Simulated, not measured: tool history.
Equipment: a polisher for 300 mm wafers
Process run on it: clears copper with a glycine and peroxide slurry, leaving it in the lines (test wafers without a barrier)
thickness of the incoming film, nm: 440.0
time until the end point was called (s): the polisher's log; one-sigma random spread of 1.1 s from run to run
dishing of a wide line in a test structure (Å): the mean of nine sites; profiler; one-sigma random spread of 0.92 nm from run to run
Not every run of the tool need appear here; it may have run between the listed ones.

| run | hour | flow of slurry (ml/min) | pressure of the wafer on the pad (psi) | speed of the pad under the wafer (cm/s) | overpolish time after the end point (s) | time until the end point was called (s) | dishing of a wide line in a test structure (Å) |
|---|---|---|---|---|---|---|---|
| 1 | 0.0 | 235 | 3.1 | 82 | 29 | 81.186 | 881.79 |
| 2 | 2.1 | 195 | 3.1 | 82 | 29 | 84.518 | 883.10 |
| 3 | 3.4 | 220 | 3.1 | 82 | 29 | 82.110 | 891.19 |
| 4 | 5.9 | 220 | 3.1 | 100 | 29 | 74.800 | 951.56 |
| 5 | 13.8 | 220 | 3.1 | 116 | 29 | 67.827 | 992.32 |
| 6 | 15.8 | 215 | 2.8 | 110 | 27 | 77.111 | 873.62 |
| 7 | 21.0 | 210 | 2.5 | 108 | 25 | 85.299 | 778.00 |
| 8 | 27.1 | 205 | 2.3 | 106 | 24 | 91.555 | 724.28 |

Estimate the outcome of run 9 from the log above:
| 9 | 28.4 | 200 | 2.1 | 104 | 23 | ? | ? |

{"run 9": {"time until the end point was called (s)": 100.63, "dishing of a wide line in a test structure (Å)": 636.81}}

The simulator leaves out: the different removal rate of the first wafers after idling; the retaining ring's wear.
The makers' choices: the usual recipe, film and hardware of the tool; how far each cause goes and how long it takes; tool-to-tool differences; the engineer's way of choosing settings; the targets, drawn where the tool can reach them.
